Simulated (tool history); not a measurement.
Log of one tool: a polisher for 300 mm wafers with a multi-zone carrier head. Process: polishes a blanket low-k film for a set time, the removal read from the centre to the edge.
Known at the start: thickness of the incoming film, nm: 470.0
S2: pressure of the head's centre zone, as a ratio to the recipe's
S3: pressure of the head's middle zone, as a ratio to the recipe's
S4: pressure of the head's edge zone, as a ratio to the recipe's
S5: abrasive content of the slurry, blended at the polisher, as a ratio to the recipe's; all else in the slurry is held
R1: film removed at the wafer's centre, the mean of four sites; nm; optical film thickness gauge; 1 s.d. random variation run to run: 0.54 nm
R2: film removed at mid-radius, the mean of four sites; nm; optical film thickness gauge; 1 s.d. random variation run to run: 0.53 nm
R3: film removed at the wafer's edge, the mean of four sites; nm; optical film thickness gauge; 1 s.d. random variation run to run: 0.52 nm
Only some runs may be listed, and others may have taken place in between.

run 1 hour=0 | flow_of_slurry_(ml/min)=295 S2=1 S3=1 S4=1 S5=1 polishing_time_(s)=89 | R1=35.875 R2=35.348 R3=36.205
run 2 hour=4.2 | flow_of_slurry_(ml/min)=295 S2=1 S3=1 S4=0.97 S5=1 polishing_time_(s)=89 | R1=35.006 R2=35.296 R3=36.08
run 3 hour=10.6 | flow_of_slurry_(ml/min)=300 S2=0.97 S3=1.04 S4=1 S5=1.15 polishing_time_(s)=95 | R1=39.845 R2=42.33 R3=41.296
run 4 hour=17.3 | flow_of_slurry_(ml/min)=365 S2=0.97 S3=1.04 S4=1 S5=1.15 polishing_time_(s)=95 | R1=40.013 R2=42.342 R3=41.291
run 5 hour=23.9 | flow_of_slurry_(ml/min)=360 S2=0.94 S3=1.06 S4=1.03 S5=1.25 polishing_time_(s)=100 | R1=42.882 R2=47.717 R3=46.922
run 6 hour=25.4 | flow_of_slurry_(ml/min)=360 S2=0.94 S3=1.06 S4=0.96 S5=1.25 polishing_time_(s)=100 | R1=42.943 R2=47.699 R3=44.634
run 7 hour=30.5 | flow_of_slurry_(ml/min)=360 S2=0.93 S3=1.09 S4=0.99 S5=1.3 polishing_time_(s)=103 | R1=45.288 R2=50.743 R3=48.399

Expected results for the next run?
run 8 hour=31.8 | flow_of_slurry_(ml/min)=365 S2=0.91 S3=1.12 S4=0.99 S5=1.35 polishing_time_(s)=106 | R1=? R2=? R3=?

{"run 8": {"R1": 46.486, "R2": 54.756, "R3": 49.648}}
